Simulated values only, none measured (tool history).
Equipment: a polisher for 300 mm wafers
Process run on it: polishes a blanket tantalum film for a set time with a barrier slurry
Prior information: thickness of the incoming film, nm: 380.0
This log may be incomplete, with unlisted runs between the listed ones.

run	day	flow of slurry (ml/min)	pressure of the wafer on the pad (kPa)	speed of the pad under the wafer (cm/s)	abrasive content of the slurry	polishing time (s)	film removed (nm)
1	0.000	155	13.8	78	1.0	18	19.780
2	0.296	155	11.7	78	1.0	18	16.795
3	0.467	155	11.7	66	1.0	18	14.440
4	0.625	155	11.7	84	1.0	18	18.487
5	0.812	160	12.4	84	1.0	18	19.034
6	1.058	160	15.2	84	1.0	18	23.480
7	1.133	165	15.9	84	1.0	18	24.375
8	1.412	165	15.9	84	1.0	18	24.559

Forecast run 9:
9	1.500	165	16.5	84	1.0	18	?

{"run 9": {"film removed (nm)": 25.33}}

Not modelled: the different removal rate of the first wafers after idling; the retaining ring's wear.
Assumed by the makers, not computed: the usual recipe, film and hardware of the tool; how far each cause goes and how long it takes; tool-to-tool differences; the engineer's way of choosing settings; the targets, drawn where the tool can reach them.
